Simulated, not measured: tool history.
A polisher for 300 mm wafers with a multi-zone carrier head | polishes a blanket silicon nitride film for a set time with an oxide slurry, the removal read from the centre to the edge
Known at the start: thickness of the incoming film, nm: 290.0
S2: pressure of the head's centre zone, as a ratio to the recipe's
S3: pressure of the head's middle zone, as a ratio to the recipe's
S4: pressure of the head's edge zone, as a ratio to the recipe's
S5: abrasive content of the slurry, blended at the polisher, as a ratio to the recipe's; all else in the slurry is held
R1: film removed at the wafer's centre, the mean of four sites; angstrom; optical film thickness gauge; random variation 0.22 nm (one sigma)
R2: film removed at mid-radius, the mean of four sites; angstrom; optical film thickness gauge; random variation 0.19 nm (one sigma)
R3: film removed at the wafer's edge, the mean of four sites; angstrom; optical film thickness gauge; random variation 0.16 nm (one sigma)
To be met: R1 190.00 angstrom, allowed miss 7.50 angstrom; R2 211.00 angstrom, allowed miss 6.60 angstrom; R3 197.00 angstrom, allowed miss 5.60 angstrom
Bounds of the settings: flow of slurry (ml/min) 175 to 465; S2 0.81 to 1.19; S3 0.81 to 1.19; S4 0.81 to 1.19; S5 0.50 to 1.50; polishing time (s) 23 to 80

{"run": 1, "hour": 0.0, "flow of slurry (ml/min)": 295, "S2": 1.0, "S3": 1.0, "S4": 1.0, "S5": 1.0, "polishing time (s)": 51, "R1": 389.64, "R2": 386.28, "R3": 389.86}
{"run": 2, "hour": 4.2, "flow of slurry (ml/min)": 295, "S2": 1.0, "S3": 0.93, "S4": 1.0, "S5": 1.0, "polishing time (s)": 51, "R1": 392.29, "R2": 360.53, "R3": 388.89}
{"run": 3, "hour": 8.9, "flow of slurry (ml/min)": 290, "S2": 0.97, "S3": 0.95, "S4": 0.95, "S5": 0.85, "polishing time (s)": 45, "R1": 308.74, "R2": 297.03, "R3": 305.73}
{"run": 4, "hour": 16.3, "flow of slurry (ml/min)": 285, "S2": 0.93, "S3": 0.96, "S4": 0.91, "S5": 0.75, "polishing time (s)": 43, "R1": 255.62, "R2": 258.3, "R3": 257.29}
{"run": 5, "hour": 23.9, "flow of slurry (ml/min)": 285, "S2": 0.93, "S3": 0.96, "S4": 0.91, "S5": 0.75, "polishing time (s)": 37, "R1": 223.73, "R2": 223.91, "R3": 219.9}
{"run": 6, "hour": 27.2, "flow of slurry (ml/min)": 285, "S2": 0.93, "S3": 0.96, "S4": 0.91, "S5": 0.75, "polishing time (s)": 42, "R1": 258.36, "R2": 256.9, "R3": 253.63}
{"run": 7, "hour": 33.7, "flow of slurry (ml/min)": 275, "S2": 0.89, "S3": 0.96, "S4": 0.89, "S5": 0.65, "polishing time (s)": 42, "R1": 215.81, "R2": 228.71, "R3": 224.62}
{"run": 8, "hour": 38.1, "flow of slurry (ml/min)": 265, "S2": 0.88, "S3": 0.96, "S4": 0.87, "S5": 0.65, "polishing time (s)": 42, "R1": 211.38, "R2": 227.93, "R3": 222.49}
{"run": 9, "hour": 44.0, "flow of slurry (ml/min)": 270, "S2": 0.88, "S3": 0.96, "S4": 0.85, "S5": 0.6, "polishing time (s)": 42, "R1": 199.73, "R2": 212.74, "R3": 207.83}
{"run": 10, "hour": 47.3, "flow of slurry (ml/min)": 270, "S2": 0.86, "S3": 1.0, "S4": 0.81, "S5": 0.55, "polishing time (s)": 42, "R1": 178.37, "R2": 201.69, "R3": 186.02}
{"run": 11, "hour": 52.5, "flow of slurry (ml/min)": 275, "S2": 0.87, "S3": 1.0, "S4": 0.82, "S5": 0.55, "polishing time (s)": 42, "R1": 183.74, "R2": 205.08, "R3": 186.13}
{"run": 12, "hour": 58.6, "flow of slurry (ml/min)": 275, "S2": 0.87, "S3": 1.0, "S4": 0.83, "S5": 0.55, "polishing time (s)": 42, "R1": 184.48, "R2": 204.98, "R3": 186.05}
{"run": 13, "hour": 66.2, "flow of slurry (ml/min)": 275, "S2": 0.87, "S3": 1.0, "S4": 0.84, "S5": 0.55, "polishing time (s)": 42, "R1": 181.19, "R2": 204.36, "R3": 189.8}

5 next moves are on the table. One of them brings every result within its allowed miss. Which?
{"run": "A", "hour": 73.8, "flow of slurry (ml/min)": 230, "S2": 0.9, "S3": 1.04, "S4": 0.81, "S5": 0.6, "polishing time (s)": 40, "R1": "?", "R2": "?", "R3": "?"}
{"run": "B", "hour": 73.8, "flow of slurry (ml/min)": 210, "S2": 0.97, "S3": 0.99, "S4": 0.84, "S5": 0.7, "polishing time (s)": 36, "R1": "?", "R2": "?", "R3": "?"}
{"run": "C", "hour": 73.8, "flow of slurry (ml/min)": 260, "S2": 0.87, "S3": 0.95, "S4": 0.81, "S5": 0.7, "polishing time (s)": 34, "R1": "?", "R2": "?", "R3": "?"}
{"run": "D", "hour": 73.8, "flow of slurry (ml/min)": 275, "S2": 0.86, "S3": 0.98, "S4": 0.83, "S5": 0.55, "polishing time (s)": 44, "R1": "?", "R2": "?", "R3": "?"}
{"run": "E", "hour": 73.8, "flow of slurry (ml/min)": 260, "S2": 0.95, "S3": 0.99, "S4": 0.82, "S5": 0.55, "polishing time (s)": 40, "R1": "?", "R2": "?", "R3": "?"}

move=A R1=190.26 R2=215.67 R3=187.63
move=B R1=203.88 R2=207.37 R3=192.01
move=C R1=180.48 R2=195.27 R3=182.79
move=D R1=190.81 R2=213.94 R3=196.80
move=E R1=188.45 R2=194.73 R3=177.00
A: further off than the last run
B: brings the result that was furthest off to its target, and leaves another outside
C: further off than the last run
D: meets every target
E: further off than the last run
The right move is D.
